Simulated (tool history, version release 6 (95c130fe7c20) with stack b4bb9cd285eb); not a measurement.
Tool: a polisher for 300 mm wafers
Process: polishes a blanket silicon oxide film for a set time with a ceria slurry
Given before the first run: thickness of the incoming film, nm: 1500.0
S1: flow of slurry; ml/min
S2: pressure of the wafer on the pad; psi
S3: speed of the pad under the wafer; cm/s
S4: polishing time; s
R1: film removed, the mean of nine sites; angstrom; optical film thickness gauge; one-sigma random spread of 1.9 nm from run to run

Run 1, hour 0.0: S1 205 ml/min, S2 2.6 psi, S3 96 cm/s, S4 87 s. Result: R1 2710.0 angstrom.
Run 2, hour 4.9: S1 205 ml/min, S2 2.5 psi, S3 96 cm/s, S4 87 s. Result: R1 2552.4 angstrom.
Run 3, hour 13.8: S1 235 ml/min, S2 2.5 psi, S3 96 cm/s, S4 87 s. Result: R1 2621.7 angstrom.
Run 4, hour 21.9: S1 235 ml/min, S2 2.4 psi, S3 96 cm/s, S4 87 s. Result: R1 2586.5 angstrom.
Run 5, hour 23.9: S1 230 ml/min, S2 2.3 psi, S3 96 cm/s, S4 87 s. Result: R1 2484.7 angstrom.
Run 6, hour 25.8: S1 225 ml/min, S2 2.2 psi, S3 96 cm/s, S4 87 s. Result: R1 2460.5 angstrom.

Predict the results of run 7:
Run 7, hour 28.6: S1 225 ml/min, S2 2.1 psi, S3 96 cm/s, S4 87 s. Result: R1 ?.

{"run 7": {"R1": 2375.7}}
